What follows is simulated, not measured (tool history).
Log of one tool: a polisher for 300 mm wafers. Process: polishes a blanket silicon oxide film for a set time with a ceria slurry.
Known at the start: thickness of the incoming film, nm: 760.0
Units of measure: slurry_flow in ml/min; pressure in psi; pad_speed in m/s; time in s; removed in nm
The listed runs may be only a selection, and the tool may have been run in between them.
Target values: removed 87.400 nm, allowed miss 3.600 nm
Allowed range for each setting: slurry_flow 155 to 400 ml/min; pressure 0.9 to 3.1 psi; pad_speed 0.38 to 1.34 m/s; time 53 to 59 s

Run 1, hour 0.0: slurry_flow 255 ml/min, pressure 2.0 psi, pad_speed 0.86 m/s, time 59 s. Result: removed 154.870 nm.
Run 2, hour 5.1: slurry_flow 255 ml/min, pressure 1.9 psi, pad_speed 0.86 m/s, time 59 s. Result: removed 150.090 nm.
Run 3, hour 10.7: slurry_flow 255 ml/min, pressure 1.8 psi, pad_speed 0.84 m/s, time 59 s. Result: removed 138.260 nm.
Run 4, hour 13.9: slurry_flow 255 ml/min, pressure 1.7 psi, pad_speed 0.84 m/s, time 59 s. Result: removed 133.260 nm.
At hour 15.7: head pressure recalibrated.
Run 5, hour 15.7: slurry_flow 255 ml/min, pressure 2.0 psi, pad_speed 0.84 m/s, time 59 s. Result: removed 145.890 nm.
Run 6, hour 22.9: slurry_flow 255 ml/min, pressure 2.0 psi, pad_speed 0.84 m/s, time 53 s. Result: removed 127.900 nm.
Run 7, hour 25.9: slurry_flow 255 ml/min, pressure 1.9 psi, pad_speed 0.84 m/s, time 53 s. Result: removed 125.300 nm.
Run 8, hour 32.6: slurry_flow 255 ml/min, pressure 1.8 psi, pad_speed 0.84 m/s, time 53 s. Result: removed 122.640 nm.
Run 9, hour 35.2: slurry_flow 255 ml/min, pressure 1.7 psi, pad_speed 0.84 m/s, time 53 s. Result: removed 116.500 nm.
Run 10, hour 41.5: slurry_flow 255 ml/min, pressure 1.6 psi, pad_speed 0.84 m/s, time 53 s. Result: removed 110.170 nm.
Run 11, hour 44.4: slurry_flow 255 ml/min, pressure 1.5 psi, pad_speed 0.84 m/s, time 53 s. Result: removed 105.570 nm.
Run 12, hour 48.1: slurry_flow 255 ml/min, pressure 1.4 psi, pad_speed 0.84 m/s, time 53 s. Result: removed 101.010 nm.

5 candidate next runs follow, results not yet known. Just one meets every target within its allowed miss. Identify it.
Run A, hour 51.8: slurry_flow 300 ml/min, pressure 1.9 psi, pad_speed 0.46 m/s, time 57 s. Result: removed ?.
Run B, hour 51.8: slurry_flow 330 ml/min, pressure 0.9 psi, pad_speed 0.86 m/s, time 53 s. Result: removed ?.
Run C, hour 51.8: slurry_flow 160 ml/min, pressure 0.9 psi, pad_speed 0.88 m/s, time 55 s. Result: removed ?.
Run D, hour 51.8: slurry_flow 240 ml/min, pressure 1.4 psi, pad_speed 0.62 m/s, time 55 s. Result: removed ?.
Run E, hour 51.8: slurry_flow 260 ml/min, pressure 1.1 psi, pad_speed 0.86 m/s, time 53 s. Result: removed ?.

move  removed
   A   81.789
   B   81.310
   C   78.159
   D   80.285
   E   89.556
A: takes the biggest miss from the last run beyond its target
B: takes the biggest miss from the last run beyond its target
C: takes the biggest miss from the last run beyond its target
D: takes the biggest miss from the last run beyond its target
E: all results in spec
E is the move that brings every result within its allowed miss.
